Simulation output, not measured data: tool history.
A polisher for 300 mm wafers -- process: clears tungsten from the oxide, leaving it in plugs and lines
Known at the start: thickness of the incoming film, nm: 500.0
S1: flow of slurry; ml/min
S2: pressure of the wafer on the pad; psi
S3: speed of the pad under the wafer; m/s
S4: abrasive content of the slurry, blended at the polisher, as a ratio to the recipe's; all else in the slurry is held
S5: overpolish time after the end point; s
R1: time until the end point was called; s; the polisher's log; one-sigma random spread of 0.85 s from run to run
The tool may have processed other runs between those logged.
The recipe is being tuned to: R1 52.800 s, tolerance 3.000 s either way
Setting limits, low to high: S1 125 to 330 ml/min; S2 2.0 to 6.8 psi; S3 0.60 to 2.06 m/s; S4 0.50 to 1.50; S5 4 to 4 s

run  hour   S1   S2    S3    S4  S5      R1
  1   0.0  210  4.4  1.32  1.00   4  76.294
  2   2.5  210  4.9  1.32  1.00   4  68.282
  3   7.7  160  4.9  1.32  1.00   4  70.195
  4  14.6  160  4.9  1.32  1.10   4  70.419
  5  17.9  160  5.3  1.34  1.10   4  64.410
  6  20.5  160  5.6  1.36  1.10   4  60.309
  7  25.4  160  5.8  1.36  1.10   4  61.907
  8  31.7  160  6.0  1.40  1.10   4  57.864

Which of these 5 next moves meets every target?
  A  38.0  145  5.6  1.50  0.80   4   ?
  B  38.0  145  6.5  1.34  0.75   4   ?
  C  38.0  135  6.0  1.36  1.10   4   ?
  D  38.0  155  5.4  1.64  1.30   4   ?
  E  38.0  170  5.7  1.84  1.20   4   ?

move      R1
   A  60.153
   B  59.672
   C  59.293
   D  51.479
   E  44.425
A: lands further from the targets than the last run did
B: lands further from the targets than the last run did
C: lands further from the targets than the last run did
D: all results in spec
E: moves the result that the last run missed by most past its target, out the other side
The right move is D.
